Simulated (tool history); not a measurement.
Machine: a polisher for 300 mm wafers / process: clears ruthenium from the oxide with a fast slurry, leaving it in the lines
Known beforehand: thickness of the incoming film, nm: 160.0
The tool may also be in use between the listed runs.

run	day	flow of slurry (ml/min)	pressure of the wafer on the pad (kPa)	speed of the pad under the wafer (m/s)	abrasive content of the slurry	overpolish time after the end point (s)	time until the end point was called (s)	dishing of a wide line in a test structure (angstrom)
1	0.000	295	19.3	0.82	1.0	27	48.121	735.18
2	0.258	295	16.5	0.82	1.0	27	55.941	660.91
3	0.471	295	17.9	0.82	1.0	24	51.749	636.85
4	0.583	295	18.6	0.82	1.0	22	50.053	625.50
5	0.900	295	15.9	0.82	1.0	22	58.786	558.35
# day 1.200: head pressure recalibrated
6	1.200	295	17.2	0.82	1.0	20	48.497	605.07

The next listed run, before its measurement:
7	1.325	295	17.2	0.82	1.0	19	?	?

{"run 7": {"time until the end point was called (s)": 49.085, "dishing of a wide line in a test structure (angstrom)": 580.32}}

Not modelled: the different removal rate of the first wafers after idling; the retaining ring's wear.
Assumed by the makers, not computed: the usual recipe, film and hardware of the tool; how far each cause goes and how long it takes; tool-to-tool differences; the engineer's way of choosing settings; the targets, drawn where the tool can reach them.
